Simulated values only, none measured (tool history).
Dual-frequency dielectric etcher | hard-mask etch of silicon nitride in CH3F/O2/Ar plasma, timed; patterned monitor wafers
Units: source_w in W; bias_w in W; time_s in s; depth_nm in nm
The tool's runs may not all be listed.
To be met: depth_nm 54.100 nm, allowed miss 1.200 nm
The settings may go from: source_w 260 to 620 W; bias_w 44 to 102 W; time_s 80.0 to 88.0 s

run,day,source_w,bias_w,time_s,depth_nm
1,0.000,440,73,88.0,62.327
2,0.100,410,72,88.0,59.212
3,0.233,400,72,88.0,57.845
4,0.392,440,72,88.0,62.133
5,0.700,510,72,88.0,67.298
6,0.900,480,71,88.0,64.573
7,1.154,450,70,88.0,62.630
8,1.321,430,69,87.5,59.586
9,1.375,420,69,87.5,58.346
10,1.504,420,69,87.5,58.747
11,1.612,410,69,87.5,58.396
12,1.879,400,69,87.5,57.164
13,2.150,390,69,87.5,56.211

5 next moves are on the table. One of them brings every result within its allowed miss. Which?
A,2.421,390,69,84.0,?
B,2.421,390,70,87.5,?
C,2.421,400,68,80.0,?
D,2.421,410,63,88.0,?
E,2.421,390,67,80.0,?

move,depth_nm
A,54.205
B,56.739
C,52.227
D,56.910
E,51.115
A: meets every target
B: further off than the last run
C: takes the result that was furthest off past its target
D: further off than the last run
E: takes the result that was furthest off past its target
Answer: A

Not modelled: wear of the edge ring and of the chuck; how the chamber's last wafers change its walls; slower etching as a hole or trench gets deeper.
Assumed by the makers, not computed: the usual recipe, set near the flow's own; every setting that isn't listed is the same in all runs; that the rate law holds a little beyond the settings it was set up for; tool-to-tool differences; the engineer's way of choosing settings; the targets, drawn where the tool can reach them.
